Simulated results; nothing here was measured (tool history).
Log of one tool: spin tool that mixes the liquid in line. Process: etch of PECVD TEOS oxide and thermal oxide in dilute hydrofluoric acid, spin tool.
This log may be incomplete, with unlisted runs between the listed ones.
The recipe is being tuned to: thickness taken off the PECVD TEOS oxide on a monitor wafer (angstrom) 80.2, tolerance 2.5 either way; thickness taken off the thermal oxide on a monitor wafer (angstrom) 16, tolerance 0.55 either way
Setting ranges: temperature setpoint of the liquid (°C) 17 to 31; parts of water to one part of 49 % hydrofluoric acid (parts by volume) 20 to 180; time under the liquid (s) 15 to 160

run    day  temperature setpoint of the liquid (°C)  parts of water to one part of 49 % hydrofluoric acid (parts by volume)  time under the liquid (s)  thickness taken off the PECVD TEOS oxide on a monitor wafer (angstrom)  thickness taken off the thermal oxide on a monitor wafer (angstrom)
  1      0                                       23                                                                     100                         80                                                                  173.49                                                               34.442
  2  0.046                                       21                                                                     115                         80                                                                  139.32                                                               26.853
  3  0.212                                       21                                                                     130                         80                                                                  119.63                                                               23.724
  4  0.254                                       20                                                                     140                         80                                                                  106.65                                                               21.198
  5    0.3                                       20                                                                     160                         80                                                                  90.431                                                               18.105
  6  0.642                                       20                                                                     160                        115                                                                  131.26                                                               25.878
  7  0.746                                       17                                                                     180                        100                                                                  86.769                                                               17.711
  8  0.967                                     17.5                                                                     180                         95                                                                  85.179                                                               17.171

Which one of the following 4 next-run settings gets every result inside its allowed miss? There is exactly one.
  A  1.188                                     21.5                                                                     165                         70                                                                       ?                                                                    ?
  B  1.188                                       18                                                                     180                         95                                                                       ?                                                                    ?
  C  1.188                                       17                                                                     170                         95                                                                       ?                                                                    ?
  D  1.188                                       17                                                                     165                         90                                                                       ?                                                                    ?

move  thickness taken off the PECVD TEOS oxide on a monitor wafer (angstrom)  thickness taken off the thermal oxide on a monitor wafer (angstrom)
   A                                                                  81.189                                                               16.261
   B                                                                  86.855                                                               17.395
   C                                                                  89.289                                                               17.883
   D                                                                  87.586                                                               17.542
A: every result lands within tolerance
B: its largest miss is bigger than the last run's
C: its largest miss is bigger than the last run's
D: its largest miss is bigger than the last run's
A is the move that brings every result within its allowed miss.
